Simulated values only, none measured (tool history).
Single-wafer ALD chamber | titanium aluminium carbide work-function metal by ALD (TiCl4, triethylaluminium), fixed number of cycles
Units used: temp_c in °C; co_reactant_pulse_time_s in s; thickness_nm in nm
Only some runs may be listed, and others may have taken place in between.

run,hour,temp_c,co_reactant_pulse_time_s,thickness_nm
1,0.0,280,9.61,1.7265
2,7.3,273,8.34,1.6212
3,12.6,269,7.91,1.5777
4,15.4,269,10.59,1.6400
5,22.5,258,10.59,1.5354
6,25.5,257,9.79,1.5246

Run 7, settings as shown, results not yet in. Your forecast:
7,30.0,256,6.72,?

For run 7 the tool returned thickness_nm 1.4125 nm.
